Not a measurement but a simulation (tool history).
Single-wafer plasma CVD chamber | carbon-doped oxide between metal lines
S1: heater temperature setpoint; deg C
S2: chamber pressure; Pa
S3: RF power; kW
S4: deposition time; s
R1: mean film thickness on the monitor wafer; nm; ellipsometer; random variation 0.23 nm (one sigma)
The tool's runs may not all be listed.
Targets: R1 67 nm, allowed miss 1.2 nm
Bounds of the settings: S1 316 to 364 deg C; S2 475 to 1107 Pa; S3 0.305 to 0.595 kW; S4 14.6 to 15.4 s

run  hour   S1   S2    S3    S4      R1
  1     0  340  791  0.45  15.4  86.831
  2   2.8  332  791  0.45  15.4  89.027
  3   9.1  332  868  0.45  15.4  89.544
  4  17.7  334  853  0.43  15.4   84.68
  5  20.4  336  851  0.42  15.4   82.93
  6  26.4  338  845  0.41  15.4  80.724
  7  32.5  350  687  0.34  15.3  62.031
  8  40.5  348  695  0.34  15.3  62.257
  9  43.6  346  704  0.34  15.3  62.831
 10  44.1  344  715  0.34  15.3  63.407
 11    52  343  725  0.34  15.3  63.287
 12  59.2  343  725  0.34  15.3  63.789
 13  62.5  342  735  0.34  15.3  63.447
 14    67  342  753  0.34  15.3  63.926
 15  71.4  341  767  0.34  15.3  64.351
 16  73.8  340  779  0.34  15.3  64.689
 17  75.8  339  789  0.34  15.3  64.599
 18  79.2  339  801  0.34  15.3  64.772
 19  82.9  338  811  0.34  15.3   64.87
 20  84.1  332  864  0.35  15.3  68.673
 21  86.8  332  856  0.35  15.3  68.441
 22  90.3  332  849  0.35  15.3  69.214
 23  93.6  333  844  0.35  15.3  68.082

5 next moves are on the table. One of them brings every result within its allowed miss. Which?
  A  96.9  334  863  0.355  15.2   ?
  B  96.9  327  863  0.345  15.4   ?
  C  96.9  341  941  0.345  15.4   ?
  D  96.9  338  845   0.36  15.4   ?
  E  96.9  339  775  0.375    15   ?

move      R1
   A   69.26
   B  69.449
   C  67.034
   D  70.265
   E  70.729
A: further off than the last run
B: further off than the last run
C: meets every target
D: further off than the last run
E: further off than the last run
Answer: C

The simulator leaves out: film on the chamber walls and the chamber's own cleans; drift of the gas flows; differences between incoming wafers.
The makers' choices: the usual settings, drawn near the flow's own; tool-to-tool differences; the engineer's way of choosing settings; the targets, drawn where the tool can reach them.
